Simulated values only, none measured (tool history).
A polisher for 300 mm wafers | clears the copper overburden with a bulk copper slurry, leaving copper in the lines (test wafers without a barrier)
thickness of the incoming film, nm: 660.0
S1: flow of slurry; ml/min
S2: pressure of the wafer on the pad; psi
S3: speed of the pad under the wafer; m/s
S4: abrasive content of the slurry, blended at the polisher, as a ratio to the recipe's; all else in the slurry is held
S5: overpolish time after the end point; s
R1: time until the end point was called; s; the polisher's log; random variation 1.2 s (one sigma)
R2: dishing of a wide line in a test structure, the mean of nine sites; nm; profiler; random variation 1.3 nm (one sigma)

| run | day | S1 | S2 | S3 | S4 | S5 | R1 | R2 |
|---|---|---|---|---|---|---|---|---|
| 1 | 0 | 180 | 2.7 | 1.02 | 1 | 11 | 77.32 | 48.73 |
| 2 | 0.117 | 180 | 2.7 | 1.02 | 1 | 9 | 75.545 | 44.575 |
| 3 | 0.212 | 180 | 2.6 | 1.02 | 1 | 10 | 78.127 | 44.298 |
| 4 | 0.525 | 180 | 2.6 | 1.02 | 1 | 6 | 78.992 | 29.766 |
| 5 | 0.833 | 180 | 2.5 | 1 | 1 | 7 | 81.207 | 34.922 |
| 6 | 0.904 | 180 | 2.4 | 1 | 1 | 8 | 83.043 | 36.429 |

The next listed run, before its measurement:
| 7 | 1.167 | 180 | 2.3 | 1 | 1 | 9 | ? | ? |

Run 7 gave R1 87.277 s, R2 39.004 nm.
